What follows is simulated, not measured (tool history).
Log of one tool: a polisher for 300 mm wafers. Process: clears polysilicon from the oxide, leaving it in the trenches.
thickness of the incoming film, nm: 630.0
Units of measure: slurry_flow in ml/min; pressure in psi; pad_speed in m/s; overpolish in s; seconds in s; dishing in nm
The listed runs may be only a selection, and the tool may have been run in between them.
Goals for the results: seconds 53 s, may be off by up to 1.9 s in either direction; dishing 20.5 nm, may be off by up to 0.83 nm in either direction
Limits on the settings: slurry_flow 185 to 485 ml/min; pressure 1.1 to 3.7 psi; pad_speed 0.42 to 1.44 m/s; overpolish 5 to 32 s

| run | day | slurry_flow | pressure | pad_speed | overpolish | seconds | dishing |
|---|---|---|---|---|---|---|---|
| 1 | 0 | 310 | 2.4 | 0.92 | 16 | 66.935 | 21.638 |
| 2 | 0.142 | 310 | 2.4 | 1.12 | 16 | 55.8 | 21.595 |
| 3 | 0.4 | 310 | 2.4 | 1.12 | 15 | 55.734 | 22.091 |
| 4 | 0.617 | 310 | 2.4 | 1.12 | 17 | 56.547 | 22.194 |
| 5 | 0.817 | 315 | 2.4 | 1.12 | 16 | 55.89 | 22.248 |
| 6 | 1.012 | 315 | 2.4 | 1.12 | 13 | 55.716 | 21.886 |
| 7 | 1.054 | 300 | 2.4 | 1.1 | 12 | 57.537 | 21.416 |
| 8 | 1.417 | 295 | 2.4 | 1.1 | 11 | 57.186 | 21.791 |
| 9 | 1.783 | 295 | 2.4 | 1.08 | 10 | 57.978 | 21.292 |
| 10 | 2.1 | 290 | 2.4 | 1.08 | 9 | 57.006 | 21.285 |
| 11 | 2.392 | 280 | 2.4 | 1.08 | 9 | 57.819 | 21.697 |
| 12 | 2.633 | 295 | 2.4 | 1.08 | 9 | 58.139 | 21.888 |
| 13 | 2.725 | 205 | 2.7 | 1.08 | 5 | 56.676 | 20.298 |
| 14 | 2.833 | 210 | 2.7 | 1.08 | 5 | 56.402 | 19.871 |
| 15 | 3.133 | 215 | 2.7 | 1.08 | 5 | 55.874 | 19.953 |
| 16 | 3.212 | 220 | 2.7 | 1.08 | 5 | 55.143 | 19.961 |
| 17 | 3.467 | 225 | 2.7 | 1.08 | 5 | 56.619 | 20.525 |

Which single option among these 4 for the next run brings every result within its allowed miss of target? Just one does.
| A | 3.721 | 330 | 3.1 | 0.84 | 5 | ? | ? |
| B | 3.721 | 240 | 2.6 | 1.24 | 11 | ? | ? |
| C | 3.721 | 295 | 2.4 | 1.34 | 5 | ? | ? |
| D | 3.721 | 240 | 3.3 | 0.98 | 5 | ? | ? |

| move | seconds | dishing |
|---|---|---|
| A | 61.855 | 20.036 |
| B | 49.837 | 22.119 |
| C | 47.613 | 21.105 |
| D | 53.072 | 20.718 |
A: misses by more than the last run did
B: takes the result that was furthest off past its target
C: takes the result that was furthest off past its target
D: in spec on every target
Correct choice: D, which meets every target
